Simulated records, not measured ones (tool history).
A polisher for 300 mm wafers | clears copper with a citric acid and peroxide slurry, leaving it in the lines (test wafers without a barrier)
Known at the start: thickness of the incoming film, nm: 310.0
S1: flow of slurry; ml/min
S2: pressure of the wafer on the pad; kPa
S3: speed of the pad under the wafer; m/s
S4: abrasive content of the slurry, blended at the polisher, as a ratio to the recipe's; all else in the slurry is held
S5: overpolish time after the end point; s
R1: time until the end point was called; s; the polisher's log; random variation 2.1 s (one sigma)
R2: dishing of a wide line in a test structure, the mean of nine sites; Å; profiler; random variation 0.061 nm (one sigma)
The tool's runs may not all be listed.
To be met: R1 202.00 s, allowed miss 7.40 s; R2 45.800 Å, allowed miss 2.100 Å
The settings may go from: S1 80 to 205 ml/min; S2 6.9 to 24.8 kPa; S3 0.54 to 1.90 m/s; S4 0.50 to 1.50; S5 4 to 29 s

run 1 hour=0.0 | S1=135 S2=15.9 S3=1.22 S4=1.00 S5=15 | R1=120.27 R2=231.730
run 2 hour=8.4 | S1=135 S2=14.5 S3=1.18 S4=1.00 S5=13 | R1=133.77 R2=192.250
run 3 hour=14.1 | S1=135 S2=13.1 S3=1.16 S4=0.95 S5=12 | R1=149.96 R2=161.650
run 4 hour=16.4 | S1=145 S2=12.4 S3=1.14 S4=0.90 S5=11 | R1=160.71 R2=143.600
run 5 hour=16.9 | S1=155 S2=11.7 S3=1.14 S4=0.85 S5=10 | R1=162.97 R2=124.970
run 6 hour=21.2 | S1=155 S2=11.7 S3=1.14 S4=0.85 S5=6 | R1=164.24 R2=82.120
run 7 hour=21.7 | S1=165 S2=11.0 S3=1.12 S4=0.80 S5=6 | R1=177.68 R2=76.305
run 8 hour=29.0 | S1=170 S2=11.0 S3=1.12 S4=0.75 S5=6 | R1=180.65 R2=74.413
run 9 hour=30.6 | S1=175 S2=11.0 S3=1.12 S4=0.70 S5=6 | R1=180.06 R2=74.575
-- hour=35.6 head pressure recalibrated
run 10 hour=35.6 | S1=180 S2=10.3 S3=1.14 S4=0.65 S5=6 | R1=198.40 R2=67.883
run 11 hour=40.8 | S1=180 S2=10.3 S3=1.14 S4=0.65 S5=6 | R1=198.40 R2=68.217
run 12 hour=48.8 | S1=185 S2=10.3 S3=1.16 S4=0.65 S5=6 | R1=192.87 R2=68.335
run 13 hour=52.1 | S1=190 S2=9.7 S3=1.20 S4=0.65 S5=6 | R1=199.67 R2=68.318
run 14 hour=59.5 | S1=190 S2=10.3 S3=1.12 S4=0.65 S5=6 | R1=199.28 R2=68.034
run 15 hour=65.4 | S1=190 S2=9.7 S3=1.16 S4=0.65 S5=6 | R1=204.35 R2=66.926

4 next moves are on the table. One of them brings every result within its allowed miss. Which?
run A hour=71.3 | S1=190 S2=9.0 S3=1.16 S4=0.80 S5=11 | R1=? R2=?
run B hour=71.3 | S1=170 S2=11.0 S3=1.10 S4=0.60 S5=9 | R1=? R2=?
run C hour=71.3 | S1=155 S2=11.0 S3=1.06 S4=0.60 S5=11 | R1=? R2=?
run D hour=71.3 | S1=195 S2=13.1 S3=0.98 S4=0.50 S5=4 | R1=? R2=?

move=A R1=205.46 R2=116.440
move=B R1=200.73 R2=99.918
move=C R1=211.30 R2=114.170
move=D R1=199.96 R2=47.225
A: further off than the last run
B: further off than the last run
C: further off than the last run
D: meets every target
Answer: D

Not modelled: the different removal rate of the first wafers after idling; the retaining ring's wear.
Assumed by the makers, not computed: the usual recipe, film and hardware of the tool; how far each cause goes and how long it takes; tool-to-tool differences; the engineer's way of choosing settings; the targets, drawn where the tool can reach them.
